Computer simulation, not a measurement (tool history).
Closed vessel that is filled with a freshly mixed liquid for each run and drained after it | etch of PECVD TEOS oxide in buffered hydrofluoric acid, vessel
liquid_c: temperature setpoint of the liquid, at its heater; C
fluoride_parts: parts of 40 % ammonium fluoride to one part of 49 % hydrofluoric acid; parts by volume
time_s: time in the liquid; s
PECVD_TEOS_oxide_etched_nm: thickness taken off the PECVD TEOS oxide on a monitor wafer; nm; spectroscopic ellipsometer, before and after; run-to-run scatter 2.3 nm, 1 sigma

Run 1, hour 0: liquid_c 22 C, fluoride_parts 13.5 parts by volume, time_s 90 s. Result: PECVD_TEOS_oxide_etched_nm 178.51 nm.
Run 2, hour 1.2: liquid_c 24 C, fluoride_parts 13.5 parts by volume, time_s 90 s. Result: PECVD_TEOS_oxide_etched_nm 195.56 nm.
Run 3, hour 3.1: liquid_c 24 C, fluoride_parts 13.5 parts by volume, time_s 95 s. Result: PECVD_TEOS_oxide_etched_nm 203.81 nm.
Run 4, hour 11.1: liquid_c 22 C, fluoride_parts 13.5 parts by volume, time_s 95 s. Result: PECVD_TEOS_oxide_etched_nm 186.62 nm.
Run 5, hour 17.6: liquid_c 24 C, fluoride_parts 13.5 parts by volume, time_s 95 s. Result: PECVD_TEOS_oxide_etched_nm 209.41 nm.
Run 6, hour 21.5: liquid_c 21 C, fluoride_parts 13.5 parts by volume, time_s 95 s. Result: PECVD_TEOS_oxide_etched_nm 176.36 nm.
Run 7, hour 22.4: liquid_c 23 C, fluoride_parts 13.5 parts by volume, time_s 95 s. Result: PECVD_TEOS_oxide_etched_nm 198.83 nm.

Run 8 has not been measured yet. What should we expect?
Run 8, hour 29.7: liquid_c 24.5 C, fluoride_parts 13.5 parts by volume, time_s 95 s. Result: PECVD_TEOS_oxide_etched_nm ?.

PECVD_TEOS_oxide_etched_nm: 214.34 nm
